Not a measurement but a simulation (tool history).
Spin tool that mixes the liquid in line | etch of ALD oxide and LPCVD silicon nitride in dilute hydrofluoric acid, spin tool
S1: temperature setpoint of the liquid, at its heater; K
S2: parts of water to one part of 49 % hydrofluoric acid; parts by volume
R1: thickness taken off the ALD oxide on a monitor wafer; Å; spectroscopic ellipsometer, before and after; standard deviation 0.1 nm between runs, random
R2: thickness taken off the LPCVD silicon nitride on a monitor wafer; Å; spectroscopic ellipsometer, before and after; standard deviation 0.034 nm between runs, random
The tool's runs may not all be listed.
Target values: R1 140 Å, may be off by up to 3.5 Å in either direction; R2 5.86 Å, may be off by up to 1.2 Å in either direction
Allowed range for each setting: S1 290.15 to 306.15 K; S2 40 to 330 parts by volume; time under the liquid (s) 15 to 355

Run 1, day 0: S1 298.15 K, S2 185 parts by volume, time under the liquid (s) 180. Result: R1 119.22 Å, R2 4.8331 Å.
Run 2, day 0.071: S1 298.15 K, S2 205 parts by volume, time under the liquid (s) 180. Result: R1 104.41 Å, R2 4.5662 Å.
Run 3, day 0.379: S1 299.65 K, S2 200 parts by volume, time under the liquid (s) 180. Result: R1 111.95 Å, R2 4.8375 Å.
Run 4, day 0.421: S1 300.65 K, S2 195 parts by volume, time under the liquid (s) 180. Result: R1 118.7 Å, R2 5.6314 Å.
Run 5, day 0.496: S1 298.15 K, S2 195 parts by volume, time under the liquid (s) 180. Result: R1 111.27 Å, R2 4.7716 Å.
Run 6, day 0.558: S1 298.15 K, S2 195 parts by volume, time under the liquid (s) 145. Result: R1 87.811 Å, R2 3.2894 Å.
Run 7, day 0.633: S1 302.15 K, S2 155 parts by volume, time under the liquid (s) 140. Result: R1 132.31 Å, R2 5.3173 Å.
Run 8, day 0.858: S1 302.65 K, S2 155 parts by volume, time under the liquid (s) 140. Result: R1 132.96 Å, R2 5.8562 Å.

Which of these 5 next moves meets every target?
Run A, day 1.083: S1 303.15 K, S2 155 parts by volume, time under the liquid (s) 135. Result: R1 ?, R2 ?.
Run B, day 1.083: S1 303.65 K, S2 105 parts by volume, time under the liquid (s) 90. Result: R1 ?, R2 ?.
Run C, day 1.083: S1 303.15 K, S2 215 parts by volume, time under the liquid (s) 195. Result: R1 ?, R2 ?.
Run D, day 1.083: S1 303.65 K, S2 155 parts by volume, time under the liquid (s) 135. Result: R1 ?, R2 ?.
Run E, day 1.083: S1 301.65 K, S2 140 parts by volume, time under the liquid (s) 130. Result: R1 ?, R2 ?.

move      R1      R2
   A  130.99  5.4536
   B  140.51   5.561
   C  126.54  5.6447
   D  133.35  5.6223
   E  134.85  5.3064
A: its largest miss is bigger than the last run's
B: all results in spec
C: its largest miss is bigger than the last run's
D: nearer than the last run, and not there yet
E: nearer than the last run, and not there yet
B is the move that brings every result within its allowed miss.

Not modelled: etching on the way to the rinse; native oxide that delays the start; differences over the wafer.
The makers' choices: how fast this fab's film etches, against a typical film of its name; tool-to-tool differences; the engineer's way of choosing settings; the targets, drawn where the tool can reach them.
